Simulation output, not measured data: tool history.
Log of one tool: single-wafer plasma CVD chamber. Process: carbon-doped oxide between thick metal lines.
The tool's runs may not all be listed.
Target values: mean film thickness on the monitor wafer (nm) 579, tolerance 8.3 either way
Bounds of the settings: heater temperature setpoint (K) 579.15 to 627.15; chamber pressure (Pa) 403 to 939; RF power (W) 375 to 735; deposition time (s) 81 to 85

run    day  heater temperature setpoint (K)  chamber pressure (Pa)  RF power (W)  deposition time (s)  mean film thickness on the monitor wafer (nm)
  1      0                           603.15                    671           555                   85                                         485.57
  2  0.104                           603.15                    623           555                   85                                         480.77
  3  0.179                           598.15                    691           575                   85                                         512.94
  4  0.392                           594.15                    728           580                   85                                         530.86
     0.767  -- RF generator calibrated
  5  0.767                           589.15                    728           580                   85                                         563.32
  6  0.917                           588.15                    729           580                   85                                         559.66
  7  1.188                           587.15                    732           580                   85                                          563.1
  8  1.262                           586.15                    735           580                   85                                         565.96
  9  1.621                           585.15                    736           580                   85                                         568.04

5 next moves are on the table. One of them brings every result within its allowed miss. Which?
  A  1.979                           586.15                    767           635                   83                                              ?
  B  1.979                           579.15                    797           595                   84                                              ?
  C  1.979                           605.15                    847           660                   85                                              ?
  D  1.979                           586.15                    713           575                   83                                              ?
  E  1.979                           580.15                    781           570                   85                                              ?

move  mean film thickness on the monitor wafer (nm)
   A                                         604.85
   B                                         598.38
   C                                         605.57
   D                                         550.11
   E                                         579.33
A: moves the result that the last run missed by most past its target, out the other side
B: moves the result that the last run missed by most past its target, out the other side
C: moves the result that the last run missed by most past its target, out the other side
D: its largest miss is bigger than the last run's
E: all results land within tolerance of their targets
E meets every target.
